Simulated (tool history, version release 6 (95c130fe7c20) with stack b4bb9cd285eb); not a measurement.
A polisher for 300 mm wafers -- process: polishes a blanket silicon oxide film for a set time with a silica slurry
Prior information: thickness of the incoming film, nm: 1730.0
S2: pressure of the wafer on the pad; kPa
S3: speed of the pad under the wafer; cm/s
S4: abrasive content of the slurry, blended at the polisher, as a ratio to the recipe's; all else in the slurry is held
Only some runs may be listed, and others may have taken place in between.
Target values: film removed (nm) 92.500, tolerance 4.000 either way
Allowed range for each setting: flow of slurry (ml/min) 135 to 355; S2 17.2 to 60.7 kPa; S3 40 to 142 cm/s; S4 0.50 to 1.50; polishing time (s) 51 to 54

run 1 hour=0.0 | flow_of_slurry_(ml/min)=225 S2=38.6 S3=90 S4=1.00 polishing_time_(s)=51 | film_removed_(nm)=175.250
run 2 hour=6.2 | flow_of_slurry_(ml/min)=225 S2=31.7 S3=86 S4=1.00 polishing_time_(s)=51 | film_removed_(nm)=142.440
run 3 hour=11.3 | flow_of_slurry_(ml/min)=225 S2=38.6 S3=86 S4=1.00 polishing_time_(s)=51 | film_removed_(nm)=170.080
run 4 hour=14.7 | flow_of_slurry_(ml/min)=225 S2=31.7 S3=84 S4=1.00 polishing_time_(s)=51 | film_removed_(nm)=137.040
run 5 hour=23.5 | flow_of_slurry_(ml/min)=225 S2=31.7 S3=84 S4=1.00 polishing_time_(s)=51 | film_removed_(nm)=141.660
run 6 hour=31.1 | flow_of_slurry_(ml/min)=225 S2=40.7 S3=84 S4=1.00 polishing_time_(s)=51 | film_removed_(nm)=174.960
run 7 hour=36.8 | flow_of_slurry_(ml/min)=225 S2=33.1 S3=82 S4=1.00 polishing_time_(s)=51 | film_removed_(nm)=143.180
run 8 hour=39.6 | flow_of_slurry_(ml/min)=225 S2=28.3 S3=80 S4=1.00 polishing_time_(s)=51 | film_removed_(nm)=121.580
run 9 hour=45.6 | flow_of_slurry_(ml/min)=225 S2=25.5 S3=80 S4=1.00 polishing_time_(s)=51 | film_removed_(nm)=109.000
run 10 hour=50.7 | flow_of_slurry_(ml/min)=225 S2=24.1 S3=80 S4=1.00 polishing_time_(s)=51 | film_removed_(nm)=103.870
run 11 hour=52.4 | flow_of_slurry_(ml/min)=225 S2=22.8 S3=80 S4=1.00 polishing_time_(s)=51 | film_removed_(nm)=97.703

5 next moves are on the table. One of them brings every result within its allowed miss. Which?
run A hour=54.1 | flow_of_slurry_(ml/min)=225 S2=21.4 S3=78 S4=0.90 polishing_time_(s)=51 | film_removed_(nm)=?
run B hour=54.1 | flow_of_slurry_(ml/min)=240 S2=22.1 S3=72 S4=0.85 polishing_time_(s)=53 | film_removed_(nm)=?
run C hour=54.1 | flow_of_slurry_(ml/min)=215 S2=20.0 S3=76 S4=1.00 polishing_time_(s)=51 | film_removed_(nm)=?
run D hour=54.1 | flow_of_slurry_(ml/min)=220 S2=23.4 S3=62 S4=1.15 polishing_time_(s)=51 | film_removed_(nm)=?
run E hour=54.1 | flow_of_slurry_(ml/min)=230 S2=20.7 S3=74 S4=0.90 polishing_time_(s)=54 | film_removed_(nm)=?

move=A film_removed_(nm)=85.550
move=B film_removed_(nm)=84.090
move=C film_removed_(nm)=83.998
move=D film_removed_(nm)=92.718
move=E film_removed_(nm)=84.994
A: takes the result that was furthest off past its target
B: takes the result that was furthest off past its target
C: takes the result that was furthest off past its target
D: all results land within tolerance of their targets
E: takes the result that was furthest off past its target
Answer: D
